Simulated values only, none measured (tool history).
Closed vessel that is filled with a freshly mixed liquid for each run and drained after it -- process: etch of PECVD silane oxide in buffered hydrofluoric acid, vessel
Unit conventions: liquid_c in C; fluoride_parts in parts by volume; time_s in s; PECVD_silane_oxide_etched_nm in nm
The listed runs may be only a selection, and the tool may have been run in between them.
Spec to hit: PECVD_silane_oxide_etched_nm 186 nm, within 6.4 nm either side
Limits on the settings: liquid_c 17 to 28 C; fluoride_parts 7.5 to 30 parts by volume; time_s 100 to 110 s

run 1 hour=0 | liquid_c=20 fluoride_parts=21 time_s=100 | PECVD_silane_oxide_etched_nm=89.067
run 2 hour=7.3 | liquid_c=21.5 fluoride_parts=21 time_s=100 | PECVD_silane_oxide_etched_nm=96.212
run 3 hour=13.7 | liquid_c=23.5 fluoride_parts=21 time_s=100 | PECVD_silane_oxide_etched_nm=108.15
run 4 hour=19.1 | liquid_c=25 fluoride_parts=18.5 time_s=100 | PECVD_silane_oxide_etched_nm=131.45
run 5 hour=26.4 | liquid_c=25 fluoride_parts=18.5 time_s=110 | PECVD_silane_oxide_etched_nm=143.23
run 6 hour=32.6 | liquid_c=27.5 fluoride_parts=18.5 time_s=110 | PECVD_silane_oxide_etched_nm=162.53
run 7 hour=38.3 | liquid_c=27.5 fluoride_parts=17.5 time_s=110 | PECVD_silane_oxide_etched_nm=171.62
run 8 hour=45.2 | liquid_c=27.5 fluoride_parts=17 time_s=110 | PECVD_silane_oxide_etched_nm=177.14

5 candidate next runs follow, results not yet known. Just one meets every target within its allowed miss. Identify it.
run A hour=52.1 | liquid_c=27.5 fluoride_parts=13.5 time_s=100 | PECVD_silane_oxide_etched_nm=?
run B hour=52.1 | liquid_c=26 fluoride_parts=13.5 time_s=100 | PECVD_silane_oxide_etched_nm=?
run C hour=52.1 | liquid_c=28 fluoride_parts=15.5 time_s=110 | PECVD_silane_oxide_etched_nm=?
run D hour=52.1 | liquid_c=26.5 fluoride_parts=14.5 time_s=110 | PECVD_silane_oxide_etched_nm=?
run E hour=52.1 | liquid_c=27 fluoride_parts=13 time_s=100 | PECVD_silane_oxide_etched_nm=?

move=A PECVD_silane_oxide_etched_nm=203.22
move=B PECVD_silane_oxide_etched_nm=187.52
move=C PECVD_silane_oxide_etched_nm=200.5
move=D PECVD_silane_oxide_etched_nm=197.56
move=E PECVD_silane_oxide_etched_nm=205.31
A: takes the result that was furthest off past its target
B: each result inside its tolerance
C: takes the result that was furthest off past its target
D: takes the result that was furthest off past its target
E: takes the result that was furthest off past its target
The right move is B.
